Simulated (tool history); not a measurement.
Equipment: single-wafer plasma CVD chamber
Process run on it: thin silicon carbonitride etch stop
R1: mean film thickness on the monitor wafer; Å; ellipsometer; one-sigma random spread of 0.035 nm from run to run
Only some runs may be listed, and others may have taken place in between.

Run 1, day 0.000: RF power (kW) 0.180, deposition time (s) 18.4. Result: R1 96.818 Å.
Run 2, day 0.158: RF power (kW) 0.180, deposition time (s) 16.2. Result: R1 85.502 Å.
Run 3, day 0.221: RF power (kW) 0.185, deposition time (s) 16.8. Result: R1 89.245 Å.
Run 4, day 0.408: RF power (kW) 0.185, deposition time (s) 18.8. Result: R1 99.654 Å.
Run 5, day 0.517: RF power (kW) 0.170, deposition time (s) 18.8. Result: R1 97.154 Å.
Run 6, day 0.804: RF power (kW) 0.170, deposition time (s) 20.2. Result: R1 104.070 Å.
Run 7, day 1.075: RF power (kW) 0.180, deposition time (s) 20.3. Result: R1 106.720 Å.
Run 8, day 1.133: RF power (kW) 0.185, deposition time (s) 20.4. Result: R1 108.160 Å.
Run 9, day 1.350: RF power (kW) 0.190, deposition time (s) 20.5. Result: R1 109.370 Å.
Run 10, day 1.492: RF power (kW) 0.195, deposition time (s) 20.6. Result: R1 110.940 Å.
Run 11, day 1.821: RF power (kW) 0.200, deposition time (s) 20.7. Result: R1 112.350 Å.
Run 12, day 1.983: RF power (kW) 0.205, deposition time (s) 20.8. Result: R1 113.590 Å.
Run 13, day 2.283: RF power (kW) 0.205, deposition time (s) 20.8. Result: R1 113.830 Å.

Predict the results of run 14:
Run 14, day 2.571: RF power (kW) 0.210, deposition time (s) 20.9. Result: R1 ?.

Logged for run 14: R1 115.600 Å.
